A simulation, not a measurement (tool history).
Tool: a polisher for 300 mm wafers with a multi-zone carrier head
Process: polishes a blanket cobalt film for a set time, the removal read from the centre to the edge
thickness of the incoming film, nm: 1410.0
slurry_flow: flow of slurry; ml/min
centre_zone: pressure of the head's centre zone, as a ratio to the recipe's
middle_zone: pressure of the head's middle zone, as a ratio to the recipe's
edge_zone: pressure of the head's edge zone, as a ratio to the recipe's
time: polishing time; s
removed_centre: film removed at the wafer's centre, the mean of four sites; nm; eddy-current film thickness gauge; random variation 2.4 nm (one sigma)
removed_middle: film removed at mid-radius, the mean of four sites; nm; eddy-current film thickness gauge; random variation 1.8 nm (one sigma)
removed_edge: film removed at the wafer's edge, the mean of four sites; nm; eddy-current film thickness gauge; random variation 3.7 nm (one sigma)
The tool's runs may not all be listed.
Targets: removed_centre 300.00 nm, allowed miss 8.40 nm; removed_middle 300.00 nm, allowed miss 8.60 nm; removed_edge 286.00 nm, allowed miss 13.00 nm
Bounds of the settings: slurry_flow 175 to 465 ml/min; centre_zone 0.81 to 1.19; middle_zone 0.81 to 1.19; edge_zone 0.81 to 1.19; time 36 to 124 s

run,hour,slurry_flow,centre_zone,middle_zone,edge_zone,time,removed_centre,removed_middle,removed_edge
1,0.0,295,1.00,1.00,1.00,79,258.42,255.43,249.12
2,5.2,230,1.00,1.00,1.00,79,248.51,250.93,247.43
3,6.8,245,1.02,1.02,1.03,80,256.47,260.90,251.38
4,8.3,245,1.02,0.99,1.03,80,262.02,253.85,250.33
5,14.1,245,1.08,0.99,1.03,80,270.23,255.53,256.09
6,15.0,185,1.08,0.99,1.03,80,270.23,247.13,243.89
7,17.8,215,1.09,1.01,1.05,81,277.36,258.57,253.43
8,18.7,300,1.14,1.11,1.15,84,309.88,298.77,288.29

4 next moves are on the table. One of them brings every result within its allowed miss. Which?
A,19.6,330,1.14,1.09,1.18,85,?,?,?
B,19.6,290,1.15,1.11,1.19,85,?,?,?
C,19.6,265,1.16,1.08,1.14,87,?,?,?
D,19.6,265,1.11,1.12,1.16,85,?,?,?

move,removed_centre,removed_middle,removed_edge
A,320.18,300.51,292.78
B,319.79,302.42,291.92
C,327.65,300.34,290.87
D,306.32,302.79,286.57
A: further off than the last run
B: further off than the last run
C: further off than the last run
D: meets every target
Move D is the one to make.

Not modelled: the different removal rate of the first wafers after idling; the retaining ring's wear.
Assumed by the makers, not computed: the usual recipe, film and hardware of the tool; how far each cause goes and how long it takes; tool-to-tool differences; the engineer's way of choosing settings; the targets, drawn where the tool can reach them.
